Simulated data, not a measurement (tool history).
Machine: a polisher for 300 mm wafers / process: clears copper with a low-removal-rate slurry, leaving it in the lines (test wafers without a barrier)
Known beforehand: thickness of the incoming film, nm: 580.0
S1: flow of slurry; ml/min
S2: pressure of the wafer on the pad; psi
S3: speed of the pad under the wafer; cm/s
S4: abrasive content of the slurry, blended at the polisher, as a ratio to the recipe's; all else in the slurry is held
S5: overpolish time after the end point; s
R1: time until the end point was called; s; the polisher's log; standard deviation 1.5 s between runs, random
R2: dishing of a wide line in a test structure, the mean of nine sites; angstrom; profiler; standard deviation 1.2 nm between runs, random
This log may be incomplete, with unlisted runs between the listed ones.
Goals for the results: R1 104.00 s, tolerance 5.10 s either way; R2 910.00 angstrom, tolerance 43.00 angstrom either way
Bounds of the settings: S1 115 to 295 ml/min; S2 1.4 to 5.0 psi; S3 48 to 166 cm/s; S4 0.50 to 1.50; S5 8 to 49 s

| run | day | S1 | S2 | S3 | S4 | S5 | R1 | R2 |
|---|---|---|---|---|---|---|---|---|
| 1 | 0.000 | 190 | 3.2 | 106 | 1.00 | 25 | 169.10 | 502.40 |
| 2 | 0.046 | 190 | 3.2 | 106 | 1.00 | 21 | 167.59 | 435.75 |
| 3 | 0.421 | 190 | 3.2 | 106 | 1.00 | 17 | 167.70 | 378.24 |
| 4 | 0.696 | 190 | 3.2 | 130 | 1.00 | 17 | 136.54 | 437.07 |
| 5 | 1.021 | 190 | 3.4 | 130 | 1.00 | 20 | 131.61 | 525.58 |
| 6 | 1.088 | 190 | 2.7 | 130 | 1.00 | 20 | 162.80 | 431.16 |
| 7 | 1.267 | 190 | 3.0 | 130 | 1.00 | 22 | 146.60 | 491.47 |
| 8 | 1.621 | 190 | 3.2 | 130 | 1.00 | 24 | 137.75 | 570.26 |
| 9 | 1.742 | 190 | 3.4 | 130 | 1.00 | 25 | 128.54 | 616.46 |
| 10 | 1.808 | 190 | 3.5 | 130 | 1.00 | 26 | 129.34 | 639.11 |
| 11 | 2.083 | 190 | 3.7 | 130 | 1.00 | 27 | 119.87 | 678.69 |

Pick the move, out of 4, that brings all results within their allowed miss; only one does.
| A | 2.358 | 205 | 4.0 | 124 | 1.05 | 34 | ? | ? |
| B | 2.358 | 185 | 3.5 | 124 | 0.85 | 48 | ? | ? |
| C | 2.358 | 210 | 3.2 | 126 | 0.90 | 26 | ? | ? |
| D | 2.358 | 180 | 3.8 | 152 | 0.80 | 36 | ? | ? |

| move | R1 | R2 |
|---|---|---|
| A | 111.97 | 821.92 |
| B | 133.38 | 892.88 |
| C | 139.79 | 583.83 |
| D | 102.17 | 890.42 |
A: better than the last run, though not everything is in spec
B: meets the target for the result that was furthest off, but another lies outside its allowed miss
C: further off than the last run
D: every result within its allowed miss
Correct choice: D, which meets every target
